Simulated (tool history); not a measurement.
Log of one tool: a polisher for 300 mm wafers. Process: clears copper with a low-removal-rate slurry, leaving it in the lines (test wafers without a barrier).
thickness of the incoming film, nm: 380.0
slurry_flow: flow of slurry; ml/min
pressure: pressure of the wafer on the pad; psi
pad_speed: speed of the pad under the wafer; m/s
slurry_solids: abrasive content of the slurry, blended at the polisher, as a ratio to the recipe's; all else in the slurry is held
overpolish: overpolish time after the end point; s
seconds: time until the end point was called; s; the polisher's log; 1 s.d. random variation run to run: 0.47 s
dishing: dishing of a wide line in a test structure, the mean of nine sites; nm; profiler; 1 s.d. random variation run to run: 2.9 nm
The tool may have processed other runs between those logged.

{"run": 1, "hour": 0.0, "slurry_flow": 140, "pressure": 3.5, "pad_speed": 1.18, "slurry_solids": 1.0, "overpolish": 24, "seconds": 83.276, "dishing": 60.836}
{"run": 2, "hour": 8.9, "slurry_flow": 140, "pressure": 3.5, "pad_speed": 1.18, "slurry_solids": 1.0, "overpolish": 15, "seconds": 81.288, "dishing": 41.138}
{"run": 3, "hour": 12.6, "slurry_flow": 145, "pressure": 4.1, "pad_speed": 1.28, "slurry_solids": 1.0, "overpolish": 19, "seconds": 64.551, "dishing": 64.574}
{"run": 4, "hour": 15.4, "slurry_flow": 145, "pressure": 4.1, "pad_speed": 1.46, "slurry_solids": 1.0, "overpolish": 19, "seconds": 56.513, "dishing": 68.577}
{"run": 5, "hour": 16.2, "slurry_flow": 150, "pressure": 4.5, "pad_speed": 1.48, "slurry_solids": 1.0, "overpolish": 20, "seconds": 51.1, "dishing": 76.199}
{"run": 6, "hour": 18.3, "slurry_flow": 150, "pressure": 4.8, "pad_speed": 1.52, "slurry_solids": 1.0, "overpolish": 22, "seconds": 46.155, "dishing": 93.837}
{"run": 7, "hour": 22.9, "slurry_flow": 150, "pressure": 5.0, "pad_speed": 1.54, "slurry_solids": 1.0, "overpolish": 23, "seconds": 43.698, "dishing": 99.08}

For run 8, what comes out?
{"run": 8, "hour": 28.8, "slurry_flow": 155, "pressure": 5.1, "pad_speed": 1.56, "slurry_solids": 1.0, "overpolish": 24, "seconds": "?", "dishing": "?"}

{"run 8": {"seconds": 41.415, "dishing": 99.894}}

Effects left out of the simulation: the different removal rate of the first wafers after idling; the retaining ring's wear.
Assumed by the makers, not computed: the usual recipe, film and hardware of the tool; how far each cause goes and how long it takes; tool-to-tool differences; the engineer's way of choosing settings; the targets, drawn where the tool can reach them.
